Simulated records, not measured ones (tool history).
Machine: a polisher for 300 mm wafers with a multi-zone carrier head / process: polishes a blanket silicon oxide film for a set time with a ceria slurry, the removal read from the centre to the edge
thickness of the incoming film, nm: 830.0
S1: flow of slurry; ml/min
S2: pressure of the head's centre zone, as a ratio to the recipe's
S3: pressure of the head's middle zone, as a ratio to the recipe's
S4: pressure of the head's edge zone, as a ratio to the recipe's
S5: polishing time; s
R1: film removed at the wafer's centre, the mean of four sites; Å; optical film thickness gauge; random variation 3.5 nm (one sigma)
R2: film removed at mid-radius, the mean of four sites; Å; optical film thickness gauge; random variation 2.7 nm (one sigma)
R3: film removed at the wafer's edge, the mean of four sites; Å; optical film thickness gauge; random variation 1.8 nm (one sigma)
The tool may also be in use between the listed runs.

run	hour	S1	S2	S3	S4	S5	R1	R2	R3
1	0	130	1	1	1	38	2767.9	2769.2	2850.7
2	0.8	125	1	0.99	0.99	38	2803.2	2721.2	2851.8
3	7.9	125	1	1.03	0.99	38	2782.8	2839.4	2841.8
4	9.1	120	0.99	1.02	0.98	38	2716.7	2789.7	2831
5	13	130	0.99	1.02	0.98	38	2764.5	2768.1	2842
6	20.6	130	0.99	1.02	0.98	32	2259.7	2365.3	2405.3
7	26.7	130	0.99	1.01	0.99	32	2307.3	2306.1	2411

Estimate the outcome of run 8 from the log above:
8	29.1	130	0.99	1.01	1	32	?	?	?

Run 8 came out at R1 2322.6 Å, R2 2375.6 Å, R3 2410.9 Å.
